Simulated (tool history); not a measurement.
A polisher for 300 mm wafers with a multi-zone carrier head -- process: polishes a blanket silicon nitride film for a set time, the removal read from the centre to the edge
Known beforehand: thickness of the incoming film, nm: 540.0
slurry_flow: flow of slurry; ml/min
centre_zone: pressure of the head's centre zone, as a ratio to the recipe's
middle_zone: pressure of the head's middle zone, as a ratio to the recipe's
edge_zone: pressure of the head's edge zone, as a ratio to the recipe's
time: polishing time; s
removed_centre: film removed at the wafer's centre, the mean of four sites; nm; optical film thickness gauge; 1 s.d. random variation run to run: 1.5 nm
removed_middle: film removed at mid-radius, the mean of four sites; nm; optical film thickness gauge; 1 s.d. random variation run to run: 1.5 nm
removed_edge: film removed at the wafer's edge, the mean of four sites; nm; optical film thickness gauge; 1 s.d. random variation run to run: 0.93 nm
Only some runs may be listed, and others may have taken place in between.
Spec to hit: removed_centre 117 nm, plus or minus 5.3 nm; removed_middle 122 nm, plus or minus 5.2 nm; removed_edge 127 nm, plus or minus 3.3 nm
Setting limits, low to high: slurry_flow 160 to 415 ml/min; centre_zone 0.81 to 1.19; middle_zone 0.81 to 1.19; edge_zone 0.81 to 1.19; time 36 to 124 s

| run | hour | slurry_flow | centre_zone | middle_zone | edge_zone | time | removed_centre | removed_middle | removed_edge |
|---|---|---|---|---|---|---|---|---|---|
| 1 | 0 | 265 | 1 | 1 | 1 | 79 | 90.479 | 89.85 | 85.91 |
| 2 | 5.5 | 265 | 0.91 | 1 | 1 | 79 | 80.793 | 91.209 | 85.729 |
| 3 | 10.4 | 270 | 0.92 | 1 | 1.03 | 84 | 89.257 | 93.393 | 92.411 |
| 4 | 18.6 | 270 | 0.92 | 1 | 0.95 | 84 | 87.861 | 97.243 | 89.262 |
| 5 | 23.8 | 270 | 0.92 | 1 | 0.95 | 67 | 69.741 | 76.847 | 72.286 |
| 6 | 31.9 | 270 | 0.92 | 1.06 | 0.95 | 67 | 70.522 | 78.221 | 71.127 |
| 7 | 39.6 | 275 | 0.92 | 1.04 | 0.99 | 75 | 77.915 | 87.702 | 81.416 |
| 8 | 46.2 | 290 | 0.93 | 1.03 | 1.03 | 80 | 86.006 | 95.015 | 89.312 |
| 9 | 52.2 | 280 | 0.92 | 0.94 | 1.13 | 102 | 108.54 | 109.3 | 117.84 |
| 10 | 53.7 | 285 | 0.92 | 0.95 | 1.14 | 103 | 108.84 | 112.86 | 119.8 |

Which one of the following 5 next-run settings gets every result inside its allowed miss? There is exactly one.
| A | 55.2 | 405 | 0.88 | 0.81 | 1.19 | 101 | ? | ? | ? |
| B | 55.2 | 415 | 0.95 | 1.11 | 0.96 | 98 | ? | ? | ? |
| C | 55.2 | 355 | 0.9 | 0.93 | 1.07 | 110 | ? | ? | ? |
| D | 55.2 | 310 | 1 | 0.96 | 1.1 | 110 | ? | ? | ? |
| E | 55.2 | 335 | 0.9 | 0.92 | 0.97 | 111 | ? | ? | ? |

| move | removed_centre | removed_middle | removed_edge |
|---|---|---|---|
| A | 104.2 | 102.14 | 122.22 |
| B | 109.59 | 121.71 | 106.34 |
| C | 114.94 | 120.16 | 124.97 |
| D | 126.31 | 121.25 | 125.63 |
| E | 115.4 | 119.89 | 119.81 |
A: lands further from the targets than the last run did
B: lands further from the targets than the last run did
C: each result inside its tolerance
D: brings the last run's worst result on target, with another outside its allowed miss
E: roughly where the last run was
The right move is C.

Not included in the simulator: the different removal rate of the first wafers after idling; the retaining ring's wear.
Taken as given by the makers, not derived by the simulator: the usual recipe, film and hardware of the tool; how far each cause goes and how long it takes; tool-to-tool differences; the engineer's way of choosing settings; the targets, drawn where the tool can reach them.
